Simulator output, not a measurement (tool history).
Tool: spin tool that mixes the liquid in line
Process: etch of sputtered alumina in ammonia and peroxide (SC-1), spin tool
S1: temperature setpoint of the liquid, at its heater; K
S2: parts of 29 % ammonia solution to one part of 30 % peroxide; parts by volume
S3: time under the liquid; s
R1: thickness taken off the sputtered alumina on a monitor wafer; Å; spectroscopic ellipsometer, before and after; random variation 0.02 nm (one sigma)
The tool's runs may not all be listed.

{"run": 1, "day": 0.0, "S1": 320.15, "S2": 0.5, "S3": 135, "R1": 67.417}
{"run": 2, "day": 0.133, "S1": 317.65, "S2": 0.45, "S3": 135, "R1": 58.65}
{"run": 3, "day": 0.479, "S1": 322.65, "S2": 0.45, "S3": 135, "R1": 76.905}
{"run": 4, "day": 0.712, "S1": 322.65, "S2": 0.45, "S3": 135, "R1": 76.909}
{"run": 5, "day": 1.042, "S1": 326.15, "S2": 0.45, "S3": 135, "R1": 93.515}
{"run": 6, "day": 1.3, "S1": 321.65, "S2": 0.4, "S3": 135, "R1": 72.142}
{"run": 7, "day": 1.517, "S1": 318.65, "S2": 0.35, "S3": 135, "R1": 60.712}
{"run": 8, "day": 1.558, "S1": 316.15, "S2": 0.3, "S3": 135, "R1": 51.217}

Run 9 comes next. What will it give?
{"run": 9, "day": 1.825, "S1": 314.65, "S2": 0.3, "S3": 135, "R1": "?"}

{"run 9": {"R1": 47.078}}
